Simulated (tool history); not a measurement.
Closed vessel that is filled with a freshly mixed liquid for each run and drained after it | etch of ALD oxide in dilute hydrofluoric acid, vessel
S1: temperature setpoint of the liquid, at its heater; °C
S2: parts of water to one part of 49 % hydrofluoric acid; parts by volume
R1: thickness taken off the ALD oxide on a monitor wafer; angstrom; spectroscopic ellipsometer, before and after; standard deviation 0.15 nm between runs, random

run 1 day=0.000 | S1=24.0 S2=255 time_in_the_liquid_(s)=1615 | R1=514.80
run 2 day=0.208 | S1=25.5 S2=255 time_in_the_liquid_(s)=1615 | R1=545.84
run 3 day=0.371 | S1=25.5 S2=255 time_in_the_liquid_(s)=1615 | R1=549.69
run 4 day=0.512 | S1=24.5 S2=260 time_in_the_liquid_(s)=1615 | R1=513.64
run 5 day=0.583 | S1=23.0 S2=260 time_in_the_liquid_(s)=1615 | R1=481.91
run 6 day=0.971 | S1=26.0 S2=260 time_in_the_liquid_(s)=1615 | R1=539.33
run 7 day=1.117 | S1=25.0 S2=265 time_in_the_liquid_(s)=1615 | R1=510.93
run 8 day=1.433 | S1=21.0 S2=315 time_in_the_liquid_(s)=1615 | R1=352.64

The next listed run, before its measurement:
run 9 day=1.692 | S1=20.5 S2=315 time_in_the_liquid_(s)=1615 | R1=?

Run 9 measured R1 349.54 angstrom.

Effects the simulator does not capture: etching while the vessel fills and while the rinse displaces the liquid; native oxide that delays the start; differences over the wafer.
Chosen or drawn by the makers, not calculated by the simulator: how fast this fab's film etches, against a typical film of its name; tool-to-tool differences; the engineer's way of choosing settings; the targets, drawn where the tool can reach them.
